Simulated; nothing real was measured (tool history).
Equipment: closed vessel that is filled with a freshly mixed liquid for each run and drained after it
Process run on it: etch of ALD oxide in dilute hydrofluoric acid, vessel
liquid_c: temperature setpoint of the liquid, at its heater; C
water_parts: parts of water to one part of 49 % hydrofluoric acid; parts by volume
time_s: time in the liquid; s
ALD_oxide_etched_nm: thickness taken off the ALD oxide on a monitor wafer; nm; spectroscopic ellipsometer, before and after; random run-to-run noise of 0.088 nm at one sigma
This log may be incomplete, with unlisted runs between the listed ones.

| run | hour | liquid_c | water_parts | time_s | ALD_oxide_etched_nm |
|---|---|---|---|---|---|
| 1 | 0.0 | 20.0 | 165 | 160 | 11.4400 |
| 2 | 6.9 | 20.0 | 190 | 160 | 9.6852 |
| 3 | 13.4 | 20.0 | 170 | 160 | 10.9760 |
| 4 | 19.9 | 22.5 | 165 | 160 | 12.4920 |
| 5 | 25.0 | 22.5 | 165 | 170 | 13.3350 |
|  | 31.4 | hydrofluoric acid flow meter replaced |
| 6 | 31.4 | 24.0 | 160 | 170 | 16.3530 |

Estimate the outcome of run 7 from the log above:
| 7 | 35.8 | 24.5 | 160 | 170 | ? |

Logged for run 7: ALD_oxide_etched_nm 16.6730 nm.

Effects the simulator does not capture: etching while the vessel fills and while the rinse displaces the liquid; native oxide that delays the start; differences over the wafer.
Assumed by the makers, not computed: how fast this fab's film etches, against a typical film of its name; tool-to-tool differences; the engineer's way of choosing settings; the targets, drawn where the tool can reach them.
